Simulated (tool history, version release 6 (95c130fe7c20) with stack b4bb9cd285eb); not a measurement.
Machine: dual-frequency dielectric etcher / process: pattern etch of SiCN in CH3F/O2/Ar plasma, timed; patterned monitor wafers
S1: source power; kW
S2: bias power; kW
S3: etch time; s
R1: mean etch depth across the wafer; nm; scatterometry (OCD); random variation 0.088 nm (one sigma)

run,day,S1,S2,S3,R1
1,0,0.4,0.085,80.5,34.149
2,0.292,0.4,0.085,83.5,35.392
3,0.479,0.4,0.076,83.5,33.941
4,0.8,0.36,0.075,83.5,32.625
5,1.1,0.4,0.075,83.5,33.774
6,1.288,0.36,0.074,83.5,32.355
7,1.479,0.33,0.073,83.5,31.243

What will run 8 give?
8,1.629,0.31,0.073,83.5,?

{"run 8": {"R1": 30.419}}

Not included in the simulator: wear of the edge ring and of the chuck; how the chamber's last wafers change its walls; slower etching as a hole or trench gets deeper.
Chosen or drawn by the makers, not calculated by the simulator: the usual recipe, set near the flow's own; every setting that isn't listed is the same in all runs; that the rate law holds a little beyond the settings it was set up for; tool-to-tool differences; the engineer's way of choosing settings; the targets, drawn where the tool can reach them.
